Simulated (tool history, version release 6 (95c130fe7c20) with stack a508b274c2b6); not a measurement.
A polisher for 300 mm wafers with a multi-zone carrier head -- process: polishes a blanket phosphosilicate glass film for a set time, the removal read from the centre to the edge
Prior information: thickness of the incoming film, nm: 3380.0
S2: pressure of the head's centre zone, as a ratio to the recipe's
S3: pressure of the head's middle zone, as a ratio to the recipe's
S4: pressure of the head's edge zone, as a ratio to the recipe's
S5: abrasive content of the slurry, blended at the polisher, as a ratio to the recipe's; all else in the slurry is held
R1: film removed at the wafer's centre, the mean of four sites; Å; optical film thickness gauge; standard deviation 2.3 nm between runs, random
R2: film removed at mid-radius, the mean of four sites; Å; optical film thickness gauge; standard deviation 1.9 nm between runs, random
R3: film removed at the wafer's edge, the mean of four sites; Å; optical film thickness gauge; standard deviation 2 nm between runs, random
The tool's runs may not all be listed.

Run 1, day 0: flow of slurry (ml/min) 185, S2 1, S3 1, S4 1, S5 1, polishing time (s) 52. Result: R1 3049.1 Å, R2 3169.5 Å, R3 3193.2 Å.
Run 2, day 0.367: flow of slurry (ml/min) 185, S2 1, S3 0.97, S4 1, S5 1, polishing time (s) 52. Result: R1 3050.9 Å, R2 3128.2 Å, R3 3192.5 Å.
Run 3, day 0.442: flow of slurry (ml/min) 185, S2 1, S3 0.97, S4 1, S5 1, polishing time (s) 61. Result: R1 3586.4 Å, R2 3630.2 Å, R3 3804.7 Å.
Run 4, day 0.712: flow of slurry (ml/min) 185, S2 0.96, S3 0.97, S4 1, S5 1, polishing time (s) 61. Result: R1 3422.6 Å, R2 3642 Å, R3 3785.9 Å.
Run 5, day 0.942: flow of slurry (ml/min) 185, S2 0.96, S3 0.97, S4 1.05, S5 1, polishing time (s) 61. Result: R1 3427.4 Å, R2 3638.3 Å, R3 3855.8 Å.
Run 6, day 1.217: flow of slurry (ml/min) 185, S2 0.96, S3 0.97, S4 1.02, S5 1, polishing time (s) 61. Result: R1 3444.5 Å, R2 3693 Å, R3 3798.1 Å.
Run 7, day 1.354: flow of slurry (ml/min) 170, S2 0.97, S3 0.92, S4 1.02, S5 0.9, polishing time (s) 61. Result: R1 3324.4 Å, R2 3310.3 Å, R3 3674.3 Å.
Run 8, day 1.388: flow of slurry (ml/min) 160, S2 0.97, S3 0.89, S4 0.99, S5 0.85, polishing time (s) 61. Result: R1 3254.6 Å, R2 3149.3 Å, R3 3516.1 Å.
Run 9, day 1.462: flow of slurry (ml/min) 115, S2 0.97, S3 0.81, S4 1.01, S5 0.7, polishing time (s) 61. Result: R1 2864 Å, R2 2609.2 Å, R3 3210.9 Å.

Estimate the outcome of run 10 from the log above:
Run 10, day 1.588: flow of slurry (ml/min) 125, S2 0.97, S3 0.81, S4 1.01, S5 0.7, polishing time (s) 61. Result: R1 ?, R2 ?, R3 ?.

{"run 10": {"R1": 2893.3, "R2": 2657.7, "R3": 3225.5}}
